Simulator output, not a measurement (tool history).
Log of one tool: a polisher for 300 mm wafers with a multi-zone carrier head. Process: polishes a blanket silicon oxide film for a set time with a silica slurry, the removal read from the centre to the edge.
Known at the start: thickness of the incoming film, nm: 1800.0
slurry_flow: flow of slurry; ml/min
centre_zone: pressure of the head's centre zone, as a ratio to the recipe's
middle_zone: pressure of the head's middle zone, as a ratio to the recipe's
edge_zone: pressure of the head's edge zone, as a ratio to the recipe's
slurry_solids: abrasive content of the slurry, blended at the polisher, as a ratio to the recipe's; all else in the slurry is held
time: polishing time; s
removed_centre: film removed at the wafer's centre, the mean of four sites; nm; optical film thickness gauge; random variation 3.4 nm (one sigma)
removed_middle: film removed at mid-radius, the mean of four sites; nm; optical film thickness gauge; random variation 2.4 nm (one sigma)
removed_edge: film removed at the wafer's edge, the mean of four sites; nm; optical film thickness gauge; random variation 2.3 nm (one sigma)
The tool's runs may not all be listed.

run    day  slurry_flow  centre_zone  middle_zone  edge_zone  slurry_solids  time  removed_centre  removed_middle  removed_edge
  1  0.000          290         1.00         1.00       1.00           1.00    53          265.64          262.57        259.63
  2  0.371          290         1.00         1.00       0.94           1.00    53          275.00          261.02        253.02
  3  0.712          230         1.00         1.00       0.94           1.00    53          253.86          260.83        248.88
  4  0.946          230         0.93         1.00       0.94           1.00    53          244.16          251.81        252.43
  5  1.175          230         0.93         1.00       0.94           1.00    45          210.67          216.71        209.57
  6  1.512          245         0.93         0.97       0.94           1.00    45          202.34          211.08        210.84
  7  1.575          275         0.96         0.95       0.95           0.95    45          217.52          208.78        208.19
  8  1.842          245         1.00         0.85       0.99           0.90    45          208.00          179.67        209.11
  9  2.175          250         1.01         0.85       0.99           0.90    45          215.73          177.81        205.37
 10  2.342          255         1.01         0.85       0.99           0.90    45          217.16          177.44        209.23

Run 11 comes next. What will it give?
 11  2.617          260         1.01         0.85       0.99           0.90    45               ?               ?             ?

removed_centre: 210.38 nm
removed_middle: 184.03 nm
removed_edge: 207.60 nm

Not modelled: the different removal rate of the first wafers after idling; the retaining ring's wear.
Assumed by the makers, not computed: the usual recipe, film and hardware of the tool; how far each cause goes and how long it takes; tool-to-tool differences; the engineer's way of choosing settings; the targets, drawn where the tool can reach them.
